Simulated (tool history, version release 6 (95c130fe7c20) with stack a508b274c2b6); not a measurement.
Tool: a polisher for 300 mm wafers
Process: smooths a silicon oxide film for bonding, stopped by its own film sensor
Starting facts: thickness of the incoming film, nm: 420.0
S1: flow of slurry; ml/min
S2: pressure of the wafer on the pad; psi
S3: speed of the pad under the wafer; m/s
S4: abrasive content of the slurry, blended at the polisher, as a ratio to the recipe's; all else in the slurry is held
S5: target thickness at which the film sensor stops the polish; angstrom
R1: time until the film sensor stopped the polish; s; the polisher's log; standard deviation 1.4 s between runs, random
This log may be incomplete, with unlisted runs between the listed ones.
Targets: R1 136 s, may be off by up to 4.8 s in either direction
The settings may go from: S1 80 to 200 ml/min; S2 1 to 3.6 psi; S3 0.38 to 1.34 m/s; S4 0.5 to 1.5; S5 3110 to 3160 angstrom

Run 1, hour 0: S1 130 ml/min, S2 2.3 psi, S3 0.86 m/s, S4 1, S5 3160 angstrom. Result: R1 113.69 s.
Run 2, hour 8.7: S1 130 ml/min, S2 2.3 psi, S3 0.86 m/s, S4 0.85, S5 3160 angstrom. Result: R1 119.18 s.
Run 3, hour 11.3: S1 105 ml/min, S2 2.3 psi, S3 0.86 m/s, S4 0.85, S5 3160 angstrom. Result: R1 126.68 s.
Run 4, hour 18.9: S1 100 ml/min, S2 2.3 psi, S3 0.86 m/s, S4 0.85, S5 3160 angstrom. Result: R1 130.85 s.
Run 5, hour 21.7: S1 95 ml/min, S2 2.3 psi, S3 0.86 m/s, S4 0.85, S5 3160 angstrom. Result: R1 130.42 s.
Run 6, hour 30.7: S1 105 ml/min, S2 2.3 psi, S3 0.86 m/s, S4 0.85, S5 3160 angstrom. Result: R1 123.75 s.
Run 7, hour 37.6: S1 100 ml/min, S2 2.3 psi, S3 0.86 m/s, S4 0.85, S5 3160 angstrom. Result: R1 127.6 s.
Run 8, hour 42.1: S1 100 ml/min, S2 2.3 psi, S3 0.86 m/s, S4 0.85, S5 3160 angstrom. Result: R1 128.46 s.
Run 9, hour 44.1: S1 95 ml/min, S2 2.3 psi, S3 0.86 m/s, S4 0.85, S5 3160 angstrom. Result: R1 130.47 s.

Which of these 4 next moves meets every target?
Run A, hour 46.1: S1 100 ml/min, S2 2.2 psi, S3 0.86 m/s, S4 0.75, S5 3140 angstrom. Result: R1 ?.
Run B, hour 46.1: S1 95 ml/min, S2 2.4 psi, S3 0.82 m/s, S4 0.8, S5 3130 angstrom. Result: R1 ?.
Run C, hour 46.1: S1 85 ml/min, S2 2.5 psi, S3 0.98 m/s, S4 0.7, S5 3160 angstrom. Result: R1 ?.
Run D, hour 46.1: S1 105 ml/min, S2 2.4 psi, S3 0.94 m/s, S4 0.95, S5 3120 angstrom. Result: R1 ?.

move      R1
   A  144.11
   B  135.41
   C  125.31
   D  114.94
A: carries the result that was furthest off beyond its target, to the other side
B: hits every target within its allowed miss
C: moves away from the targets compared with the last run
D: moves away from the targets compared with the last run
B is the move that brings every result within its allowed miss.

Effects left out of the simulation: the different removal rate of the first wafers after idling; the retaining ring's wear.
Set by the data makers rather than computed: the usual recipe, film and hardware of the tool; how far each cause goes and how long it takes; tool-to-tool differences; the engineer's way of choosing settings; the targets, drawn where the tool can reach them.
